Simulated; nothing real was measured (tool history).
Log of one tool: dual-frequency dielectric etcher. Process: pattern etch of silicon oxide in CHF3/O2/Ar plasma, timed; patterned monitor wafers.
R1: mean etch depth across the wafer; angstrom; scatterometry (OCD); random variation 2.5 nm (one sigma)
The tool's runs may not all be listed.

{"run": 1, "day": 0.0, "source power (kW)": 0.89, "bias power (kW)": 0.202, "etch time (s)": 264.5, "R1": 5976.2}
{"run": 2, "day": 0.292, "source power (kW)": 0.95, "bias power (kW)": 0.202, "etch time (s)": 264.5, "R1": 6065.2}
{"run": 3, "day": 0.379, "source power (kW)": 0.95, "bias power (kW)": 0.202, "etch time (s)": 264.5, "R1": 6047.4}
{"run": 4, "day": 0.675, "source power (kW)": 1.01, "bias power (kW)": 0.21, "etch time (s)": 264.5, "R1": 6319.8}
{"run": 5, "day": 0.983, "source power (kW)": 1.07, "bias power (kW)": 0.21, "etch time (s)": 264.5, "R1": 6452.3}
{"run": 6, "day": 1.229, "source power (kW)": 1.07, "bias power (kW)": 0.188, "etch time (s)": 264.5, "R1": 6165.9}
{"run": 7, "day": 1.412, "source power (kW)": 1.07, "bias power (kW)": 0.188, "etch time (s)": 264.5, "R1": 6162.6}
{"run": 8, "day": 1.75, "source power (kW)": 1.11, "bias power (kW)": 0.194, "etch time (s)": 264.5, "R1": 6348.5}

Run 9 comes next. What will it give?
{"run": 9, "day": 1.979, "source power (kW)": 1.14, "bias power (kW)": 0.198, "etch time (s)": 264.5, "R1": "?"}

Run 9 gave R1 6419.9 angstrom.
